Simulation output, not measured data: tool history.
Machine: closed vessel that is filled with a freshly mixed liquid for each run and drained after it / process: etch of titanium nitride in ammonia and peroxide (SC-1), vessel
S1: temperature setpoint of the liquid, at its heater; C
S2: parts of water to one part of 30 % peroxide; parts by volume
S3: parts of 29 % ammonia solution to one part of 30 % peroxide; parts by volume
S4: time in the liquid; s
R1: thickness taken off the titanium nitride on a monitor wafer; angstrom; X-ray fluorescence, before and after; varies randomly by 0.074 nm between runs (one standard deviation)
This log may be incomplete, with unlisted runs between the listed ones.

run  hour    S1    S2    S3   S4      R1
  1   0.0  51.0  14.5  0.45  310  174.31
  2   3.7  55.5  14.5  0.45  310  238.91
  3  10.4  55.5  19.0  0.45  310  204.31
  4  12.9  55.0  19.0  0.45  310  197.16
  5  17.3  55.0  19.0  0.40  310  192.69
  6  18.5  58.5  19.0  0.40  310  244.04
  7  26.3  57.5  19.0  0.40  310  229.01
  8  29.9  57.0  19.0  0.40  310  219.55

For run 9, what comes out?
  9  37.7  56.5  19.0  0.40  310   ?

{"run 9": {"R1": 214.14}}
